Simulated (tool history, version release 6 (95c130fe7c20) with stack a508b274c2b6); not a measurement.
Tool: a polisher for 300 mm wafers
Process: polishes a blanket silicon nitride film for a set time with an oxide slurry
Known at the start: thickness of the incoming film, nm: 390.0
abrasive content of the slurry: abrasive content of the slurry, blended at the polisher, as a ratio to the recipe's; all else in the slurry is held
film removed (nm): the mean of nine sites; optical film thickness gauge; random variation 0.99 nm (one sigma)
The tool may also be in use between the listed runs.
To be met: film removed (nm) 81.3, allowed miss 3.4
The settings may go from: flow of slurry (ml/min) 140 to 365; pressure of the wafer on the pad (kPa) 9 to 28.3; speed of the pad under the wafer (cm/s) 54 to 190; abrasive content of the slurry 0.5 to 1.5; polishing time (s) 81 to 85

| run | hour | flow of slurry (ml/min) | pressure of the wafer on the pad (kPa) | speed of the pad under the wafer (cm/s) | abrasive content of the slurry | polishing time (s) | film removed (nm) |
|---|---|---|---|---|---|---|---|
| 1 | 0 | 235 | 18.6 | 122 | 1 | 81 | 46.552 |
| 2 | 6.6 | 235 | 15.2 | 122 | 1 | 81 | 38.107 |
| 3 | 13.2 | 235 | 17.2 | 122 | 1 | 81 | 42.361 |
| 4 | 13.9 | 235 | 20.7 | 124 | 1 | 81 | 51.475 |
| 5 | 18.4 | 235 | 20.7 | 124 | 1.1 | 81 | 54.047 |
| 6 | 23.9 | 235 | 20.7 | 124 | 1.1 | 85 | 56.705 |
| 7 | 27.4 | 235 | 25.5 | 128 | 1.1 | 85 | 71.638 |
| 8 | 30.5 | 235 | 26.2 | 128 | 1.1 | 85 | 72.238 |
| 9 | 31.7 | 235 | 26.9 | 130 | 1.1 | 85 | 76.113 |
| 10 | 36 | 235 | 27.6 | 130 | 1.1 | 85 | 77.346 |
| 11 | 44.3 | 235 | 27.6 | 130 | 1.1 | 85 | 76.889 |

Which of these 4 next moves meets every target?
| A | 52.6 | 220 | 28.3 | 120 | 1.25 | 81 | ? |
| B | 52.6 | 190 | 28.3 | 114 | 1.2 | 85 | ? |
| C | 52.6 | 310 | 28.3 | 134 | 0.95 | 85 | ? |
| D | 52.6 | 275 | 28.3 | 124 | 0.95 | 85 | ? |

| move | film removed (nm) |
|---|---|
| A | 72.904 |
| B | 70.88 |
| C | 78.857 |
| D | 73.252 |
A: further off than the last run
B: further off than the last run
C: meets every target
D: further off than the last run
Answer: C

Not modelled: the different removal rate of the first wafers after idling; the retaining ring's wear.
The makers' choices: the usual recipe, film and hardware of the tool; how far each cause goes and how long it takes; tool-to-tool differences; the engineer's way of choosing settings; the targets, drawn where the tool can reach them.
